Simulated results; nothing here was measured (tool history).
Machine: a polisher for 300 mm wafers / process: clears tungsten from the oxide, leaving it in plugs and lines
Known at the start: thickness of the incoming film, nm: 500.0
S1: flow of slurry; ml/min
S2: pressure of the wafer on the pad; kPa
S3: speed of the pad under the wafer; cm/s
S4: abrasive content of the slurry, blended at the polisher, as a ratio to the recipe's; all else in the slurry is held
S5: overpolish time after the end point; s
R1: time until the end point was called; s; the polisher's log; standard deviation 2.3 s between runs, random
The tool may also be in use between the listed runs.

run  hour   S1    S2  S3   S4  S5      R1
  1     0  145  32.4  96    1   9  91.624
  2     4  145  28.3  94    1   9   106.1
  3   8.8  145  25.5  94    1   9     112
  4  12.6  145  21.4  94    1   9  127.02
  5  13.2  145  21.4  94  1.2   9  121.89
  6  13.9  145  19.3  94  1.2   9  138.39

For run 7, what comes out?
  7  14.8  145  18.6  94  1.2   9   ?

R1: 138.56 s
